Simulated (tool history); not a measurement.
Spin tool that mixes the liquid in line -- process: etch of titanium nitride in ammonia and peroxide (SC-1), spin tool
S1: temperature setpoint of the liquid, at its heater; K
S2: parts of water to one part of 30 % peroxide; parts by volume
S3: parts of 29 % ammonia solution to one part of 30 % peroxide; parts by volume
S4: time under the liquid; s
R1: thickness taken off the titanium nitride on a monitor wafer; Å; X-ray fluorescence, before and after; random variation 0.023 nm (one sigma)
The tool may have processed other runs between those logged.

run,hour,S1,S2,S3,S4,R1
1,0,321.15,23.5,0.5,305,60.247
2,1.4,319.15,25.5,0.5,305,49.058
3,4.3,317.65,26.5,0.5,305,43.759
4,5.5,316.15,28,0.5,305,38.648
5,8.6,316.15,28,0.5,325,41.094
6,11.6,315.15,29.5,0.5,325,36.874
7,17.1,314.15,30.5,0.5,325,33.54
8,25.7,314.15,30.5,0.5,325,33.818
9,28.6,313.65,31.5,0.5,325,31.507

The next listed run, before its measurement:
10,36.6,313.15,32,0.5,325,?

R1: 30.437 Å
